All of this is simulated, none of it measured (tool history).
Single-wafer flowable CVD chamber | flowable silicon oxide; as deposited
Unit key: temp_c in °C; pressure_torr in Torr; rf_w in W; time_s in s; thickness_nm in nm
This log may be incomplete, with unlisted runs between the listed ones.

run	hour	temp_c	pressure_torr	rf_w	time_s	thickness_nm
1	0.0	95	0.816	1960	551	314.66
2	7.8	95	0.816	1960	525	299.79
3	10.4	92	0.817	1960	525	331.69
4	12.2	92	0.951	1960	525	385.34
5	19.8	92	1.061	1960	525	429.32
6	24.5	92	1.061	1960	551	447.82
7	30.7	91	1.061	1960	551	468.27

Predict the results of run 8:
8	33.9	90	1.061	1960	551	?

thickness_nm: 480.64 nm

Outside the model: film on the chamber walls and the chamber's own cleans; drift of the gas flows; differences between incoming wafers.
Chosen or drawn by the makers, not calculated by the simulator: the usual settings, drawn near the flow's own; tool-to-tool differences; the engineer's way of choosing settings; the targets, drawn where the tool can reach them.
